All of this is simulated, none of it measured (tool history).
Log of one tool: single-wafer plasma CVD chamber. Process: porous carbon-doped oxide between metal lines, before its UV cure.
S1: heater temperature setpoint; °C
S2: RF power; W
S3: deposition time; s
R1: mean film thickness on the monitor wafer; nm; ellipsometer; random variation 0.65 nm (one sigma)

run	hour	S1	S2	S3	R1
1	0.0	315	635	20.9	128.43
2	8.3	310	635	20.9	131.41
3	11.4	314	625	20.9	127.92
4	15.0	314	680	20.9	134.51
5	22.4	322	680	20.9	128.68
6	26.0	324	665	20.9	125.23
7	34.6	326	655	20.9	122.36

Run 8 comes next. What will it give?
8	41.1	328	650	20.9	?

{"run 8": {"R1": 120.23}}
